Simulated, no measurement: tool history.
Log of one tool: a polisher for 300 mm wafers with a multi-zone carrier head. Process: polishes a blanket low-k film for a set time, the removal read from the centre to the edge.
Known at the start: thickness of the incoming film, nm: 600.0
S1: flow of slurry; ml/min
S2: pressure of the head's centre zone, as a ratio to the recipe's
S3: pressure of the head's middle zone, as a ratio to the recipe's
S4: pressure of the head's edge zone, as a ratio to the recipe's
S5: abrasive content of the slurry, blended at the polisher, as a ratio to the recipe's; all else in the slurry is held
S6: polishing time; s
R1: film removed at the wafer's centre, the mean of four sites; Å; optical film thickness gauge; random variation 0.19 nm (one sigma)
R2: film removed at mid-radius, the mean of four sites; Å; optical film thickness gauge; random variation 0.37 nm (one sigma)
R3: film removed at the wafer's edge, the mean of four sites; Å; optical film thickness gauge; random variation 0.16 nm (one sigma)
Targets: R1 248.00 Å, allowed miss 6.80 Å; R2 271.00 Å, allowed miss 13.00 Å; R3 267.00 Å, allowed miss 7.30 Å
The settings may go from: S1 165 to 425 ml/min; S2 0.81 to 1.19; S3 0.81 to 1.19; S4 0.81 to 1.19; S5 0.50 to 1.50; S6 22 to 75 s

| run | hour | S1 | S2 | S3 | S4 | S5 | S6 | R1 | R2 | R3 |
|---|---|---|---|---|---|---|---|---|---|---|
| 1 | 0.0 | 275 | 1.00 | 1.00 | 1.00 | 1.00 | 48 | 210.01 | 210.90 | 208.04 |
| 2 | 3.7 | 280 | 1.00 | 1.02 | 1.03 | 1.05 | 48 | 215.16 | 214.96 | 215.12 |
| 3 | 8.9 | 280 | 1.00 | 1.02 | 0.99 | 1.05 | 48 | 214.10 | 220.33 | 211.36 |
| 4 | 16.9 | 280 | 1.00 | 1.02 | 0.99 | 1.05 | 53 | 235.72 | 240.55 | 235.14 |
| 5 | 23.2 | 285 | 0.99 | 1.04 | 1.02 | 1.10 | 53 | 234.24 | 250.03 | 242.84 |
| 6 | 25.1 | 290 | 0.99 | 1.05 | 1.04 | 1.15 | 53 | 243.55 | 255.52 | 250.17 |
| 7 | 32.7 | 295 | 0.99 | 1.06 | 1.05 | 1.15 | 53 | 240.93 | 260.32 | 251.05 |
| 8 | 40.2 | 300 | 0.99 | 1.06 | 1.06 | 1.15 | 53 | 246.19 | 251.49 | 253.48 |
| 9 | 45.0 | 295 | 0.99 | 1.07 | 1.07 | 1.15 | 53 | 244.17 | 256.69 | 252.56 |
| 10 | 48.0 | 300 | 0.98 | 1.08 | 1.08 | 1.15 | 53 | 242.42 | 264.39 | 254.05 |
| 11 | 56.8 | 305 | 0.98 | 1.08 | 1.09 | 1.15 | 53 | 240.48 | 260.73 | 256.72 |
| 12 | 58.5 | 310 | 0.98 | 1.09 | 1.10 | 1.15 | 53 | 243.23 | 268.03 | 259.27 |
| 13 | 59.9 | 315 | 0.98 | 1.09 | 1.11 | 1.15 | 53 | 243.23 | 270.66 | 258.42 |

5 next moves are on the table. One of them brings every result within its allowed miss. Which?
| A | 61.3 | 310 | 1.00 | 1.05 | 1.01 | 1.20 | 52 | ? | ? | ? |
| B | 61.3 | 295 | 0.92 | 1.12 | 1.10 | 1.05 | 57 | ? | ? | ? |
| C | 61.3 | 245 | 0.99 | 1.11 | 1.13 | 1.05 | 54 | ? | ? | ? |
| D | 61.3 | 205 | 0.99 | 1.10 | 1.10 | 1.50 | 52 | ? | ? | ? |
| E | 61.3 | 265 | 0.90 | 1.03 | 1.14 | 1.05 | 58 | ? | ? | ? |

| move | R1 | R2 | R3 |
|---|---|---|---|
| A | 246.77 | 253.90 | 245.18 |
| B | 235.65 | 278.77 | 265.74 |
| C | 234.80 | 256.50 | 251.21 |
| D | 249.33 | 271.09 | 265.58 |
| E | 231.37 | 261.04 | 273.27 |
A: further off than the last run
B: brings the result that was furthest off to its target, and leaves another outside
C: further off than the last run
D: meets every target
E: brings the result that was furthest off to its target, and leaves another outside
The right move is D.

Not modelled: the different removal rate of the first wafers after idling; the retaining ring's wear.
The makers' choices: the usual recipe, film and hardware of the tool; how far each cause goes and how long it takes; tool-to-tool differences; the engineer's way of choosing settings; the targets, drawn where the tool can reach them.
